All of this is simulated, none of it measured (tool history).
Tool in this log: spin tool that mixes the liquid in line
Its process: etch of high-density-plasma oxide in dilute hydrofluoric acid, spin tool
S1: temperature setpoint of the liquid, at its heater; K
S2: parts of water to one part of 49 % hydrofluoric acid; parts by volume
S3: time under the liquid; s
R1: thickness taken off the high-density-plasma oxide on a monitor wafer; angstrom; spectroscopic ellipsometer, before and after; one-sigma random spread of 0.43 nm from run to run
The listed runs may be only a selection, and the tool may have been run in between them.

run  hour      S1  S2   S3      R1
  1     0  298.15  70  155  207.07
  2   7.2  298.15  55  155  265.31
  3   9.9  298.15  35  155  423.36
  4  17.4  298.15  35  155  419.65
  5    21  298.15  20  155  771.88
  6  29.5  297.15  20  155  740.29
  7    37  297.15  20  155  733.21
  8  42.8  293.15  40  155  300.72

Estimate the outcome of run 9 from the log above:
  9  49.6  294.15  40  155   ?

R1: 317.69 angstrom
